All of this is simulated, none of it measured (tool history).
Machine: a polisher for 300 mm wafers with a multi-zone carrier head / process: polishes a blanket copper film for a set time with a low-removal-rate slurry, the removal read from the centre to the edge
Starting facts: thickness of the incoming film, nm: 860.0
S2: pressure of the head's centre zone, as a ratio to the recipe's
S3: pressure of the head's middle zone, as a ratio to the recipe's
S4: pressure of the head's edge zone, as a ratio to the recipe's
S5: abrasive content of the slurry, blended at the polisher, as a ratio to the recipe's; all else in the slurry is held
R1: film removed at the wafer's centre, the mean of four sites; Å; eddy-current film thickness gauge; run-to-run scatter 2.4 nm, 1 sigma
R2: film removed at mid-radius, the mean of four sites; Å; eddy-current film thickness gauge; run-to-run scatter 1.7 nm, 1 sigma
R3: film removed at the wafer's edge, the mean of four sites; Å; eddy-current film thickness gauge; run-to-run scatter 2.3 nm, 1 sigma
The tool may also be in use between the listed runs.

{"run": 1, "day": 0.0, "flow of slurry (ml/min)": 300, "S2": 1.0, "S3": 1.0, "S4": 1.0, "S5": 1.0, "polishing time (s)": 76, "R1": 2399.2, "R2": 2520.7, "R3": 2513.4}
{"run": 2, "day": 0.05, "flow of slurry (ml/min)": 245, "S2": 1.0, "S3": 1.0, "S4": 1.0, "S5": 1.0, "polishing time (s)": 76, "R1": 2337.6, "R2": 2503.0, "R3": 2395.6}
{"run": 3, "day": 0.404, "flow of slurry (ml/min)": 250, "S2": 1.02, "S3": 0.97, "S4": 1.0, "S5": 0.9, "polishing time (s)": 70, "R1": 2178.7, "R2": 2212.9, "R3": 2176.2}
{"run": 4, "day": 0.492, "flow of slurry (ml/min)": 260, "S2": 1.03, "S3": 0.94, "S4": 1.01, "S5": 0.85, "polishing time (s)": 65, "R1": 2007.6, "R2": 1940.3, "R3": 1984.6}
{"run": 5, "day": 0.612, "flow of slurry (ml/min)": 260, "S2": 1.03, "S3": 0.94, "S4": 1.01, "S5": 0.75, "polishing time (s)": 65, "R1": 2009.4, "R2": 1924.7, "R3": 1928.4}
{"run": 6, "day": 0.896, "flow of slurry (ml/min)": 260, "S2": 1.03, "S3": 0.94, "S4": 1.01, "S5": 0.75, "polishing time (s)": 83, "R1": 2516.4, "R2": 2390.9, "R3": 2485.5}
{"run": 7, "day": 1.008, "flow of slurry (ml/min)": 260, "S2": 1.03, "S3": 0.92, "S4": 1.02, "S5": 0.7, "polishing time (s)": 77, "R1": 2356.3, "R2": 2204.8, "R3": 2354.3}

The next listed run, before its measurement:
{"run": 8, "day": 1.229, "flow of slurry (ml/min)": 260, "S2": 1.04, "S3": 0.9, "S4": 1.02, "S5": 0.65, "polishing time (s)": 71, "R1": "?", "R2": "?", "R3": "?"}

Run 8 yielded R1 2126.2 Å, R2 1925.2 Å, R3 2077.3 Å.
